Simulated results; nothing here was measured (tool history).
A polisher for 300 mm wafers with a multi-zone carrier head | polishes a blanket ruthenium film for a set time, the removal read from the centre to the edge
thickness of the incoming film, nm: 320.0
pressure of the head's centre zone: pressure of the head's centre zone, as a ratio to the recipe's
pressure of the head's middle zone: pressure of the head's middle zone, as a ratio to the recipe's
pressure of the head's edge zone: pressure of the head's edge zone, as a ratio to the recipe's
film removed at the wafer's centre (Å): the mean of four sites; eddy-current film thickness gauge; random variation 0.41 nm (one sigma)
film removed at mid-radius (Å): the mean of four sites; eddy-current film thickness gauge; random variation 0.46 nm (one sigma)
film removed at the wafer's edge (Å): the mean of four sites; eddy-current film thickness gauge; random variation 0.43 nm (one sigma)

run	hour	flow of slurry (ml/min)	pressure of the head's centre zone	pressure of the head's middle zone	pressure of the head's edge zone	polishing time (s)	film removed at the wafer's centre (Å)	film removed at mid-radius (Å)	film removed at the wafer's edge (Å)
1	0	300	1	1	1	46	473.91	460.81	465.62
2	8.5	300	1	1.09	1	46	488.25	493.23	472.42
3	13	300	0.99	1.08	0.98	42	426.82	441.09	421.49
4	18.4	300	0.92	1.08	0.98	42	396.52	445.23	431
5	26.3	300	0.92	1.15	0.98	42	404.93	472.02	416.11
6	28.2	300	0.94	1.13	0.97	39	380.09	429.58	396.26
7	32.2	300	0.94	1.13	0.97	39	382.53	437.02	379.18
8	34.8	300	0.95	1.1	0.96	37	360.2	409.08	373.34
9	37	300	0.97	1.08	0.95	35	355.68	376.53	347.19
10	43.6	300	0.97	1.06	0.94	34	343.95	358.18	339.27
11	50.2	300	0.97	1.05	0.92	33	330.01	340.1	318.73
12	54.6	300	0.97	1.04	0.91	33	339.29	344.12	321.1
13	58.4	295	0.94	1.02	0.9	29	280.36	295.07	283.88
14	61.2	305	0.95	1.03	0.91	29	289.26	290.44	285.49

The next listed run, before its measurement:
15	62.5	305	0.96	1.04	0.92	29	?	?	?

{"run 15": {"film removed at the wafer's centre (Å)": 298.21, "film removed at mid-radius (Å)": 300.77, "film removed at the wafer's edge (Å)": 276.71}}
